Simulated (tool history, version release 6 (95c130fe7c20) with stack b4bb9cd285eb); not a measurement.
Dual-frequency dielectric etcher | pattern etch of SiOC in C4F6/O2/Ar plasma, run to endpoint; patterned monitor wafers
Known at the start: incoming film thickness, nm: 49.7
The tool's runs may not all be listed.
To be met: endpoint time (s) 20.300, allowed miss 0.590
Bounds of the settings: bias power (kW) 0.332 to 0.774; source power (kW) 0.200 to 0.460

Run 1, day 0.000: bias power (kW) 0.553, source power (kW) 0.330. Result: endpoint time (s) 17.664.
Run 2, day 0.179: bias power (kW) 0.528, source power (kW) 0.320. Result: endpoint time (s) 18.225.
Run 3, day 0.304: bias power (kW) 0.593, source power (kW) 0.320. Result: endpoint time (s) 17.360.
Run 4, day 0.508: bias power (kW) 0.593, source power (kW) 0.350. Result: endpoint time (s) 16.831.
Run 5, day 0.654: bias power (kW) 0.559, source power (kW) 0.340. Result: endpoint time (s) 17.724.
Run 6, day 0.938: bias power (kW) 0.559, source power (kW) 0.380. Result: endpoint time (s) 16.883.
Run 7, day 1.279: bias power (kW) 0.527, source power (kW) 0.370. Result: endpoint time (s) 17.239.
Run 8, day 1.392: bias power (kW) 0.501, source power (kW) 0.360. Result: endpoint time (s) 17.770.
Run 9, day 1.733: bias power (kW) 0.478, source power (kW) 0.350. Result: endpoint time (s) 18.095.
Run 10, day 1.996: bias power (kW) 0.458, source power (kW) 0.340. Result: endpoint time (s) 18.834.
Run 11, day 2.358: bias power (kW) 0.445, source power (kW) 0.340. Result: endpoint time (s) 18.787.
Run 12, day 2.629: bias power (kW) 0.431, source power (kW) 0.340. Result: endpoint time (s) 19.133.
Run 13, day 2.825: bias power (kW) 0.420, source power (kW) 0.340. Result: endpoint time (s) 19.582.
Run 14, day 2.996: bias power (kW) 0.414, source power (kW) 0.340. Result: endpoint time (s) 19.405.
Run 15, day 3.100: bias power (kW) 0.406, source power (kW) 0.340. Result: endpoint time (s) 19.756.
Run 16, day 3.154: bias power (kW) 0.402, source power (kW) 0.340. Result: endpoint time (s) 19.282.
Run 17, day 3.475: bias power (kW) 0.342, source power (kW) 0.320. Result: endpoint time (s) 21.306.
Run 18, day 3.783: bias power (kW) 0.350, source power (kW) 0.320. Result: endpoint time (s) 20.926.
Run 19, day 3.912: bias power (kW) 0.355, source power (kW) 0.320. Result: endpoint time (s) 21.034.

Which of these 5 next moves meets every target?
Run A, day 4.042: bias power (kW) 0.340, source power (kW) 0.310. Result: endpoint time (s) ?.
Run B, day 4.042: bias power (kW) 0.436, source power (kW) 0.250. Result: endpoint time (s) ?.
Run C, day 4.042: bias power (kW) 0.389, source power (kW) 0.290. Result: endpoint time (s) ?.
Run D, day 4.042: bias power (kW) 0.332, source power (kW) 0.270. Result: endpoint time (s) ?.
Run E, day 4.042: bias power (kW) 0.412, source power (kW) 0.310. Result: endpoint time (s) ?.

move  endpoint time (s)
   A             21.762
   B             21.751
   C             21.322
   D             23.246
   E             20.318
A: further off than the last run
B: further off than the last run
C: further off than the last run
D: further off than the last run
E: meets every target
Answer: E
